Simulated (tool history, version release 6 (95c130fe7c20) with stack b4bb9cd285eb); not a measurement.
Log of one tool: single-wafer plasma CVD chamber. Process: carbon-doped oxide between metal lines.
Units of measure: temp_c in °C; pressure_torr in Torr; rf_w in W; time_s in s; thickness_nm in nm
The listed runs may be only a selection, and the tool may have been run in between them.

run 1 day=0 | temp_c=325 pressure_torr=6.07 rf_w=635 time_s=25.1 | thickness_nm=182
run 2 day=0.138 | temp_c=329 pressure_torr=6.07 rf_w=635 time_s=25.1 | thickness_nm=179.43
run 3 day=0.304 | temp_c=329 pressure_torr=5.49 rf_w=635 time_s=25.1 | thickness_nm=176.39
run 4 day=0.45 | temp_c=326 pressure_torr=5.7 rf_w=640 time_s=25.1 | thickness_nm=180.99
run 5 day=0.542 | temp_c=326 pressure_torr=5.7 rf_w=640 time_s=25.8 | thickness_nm=184.96
run 6 day=0.571 | temp_c=326 pressure_torr=4.91 rf_w=640 time_s=25.8 | thickness_nm=182.75
run 7 day=0.792 | temp_c=326 pressure_torr=4.91 rf_w=640 time_s=25.8 | thickness_nm=182.29
-- day=1.05 thermocouple changed; heater temperature recalibrated
run 8 day=1.05 | temp_c=324 pressure_torr=5.06 rf_w=645 time_s=25.8 | thickness_nm=180.05

Expected results for the next run?
run 9 day=1.138 | temp_c=324 pressure_torr=5.36 rf_w=655 time_s=25.8 | thickness_nm=?

Run 9 gave thickness_nm 183.14 nm.
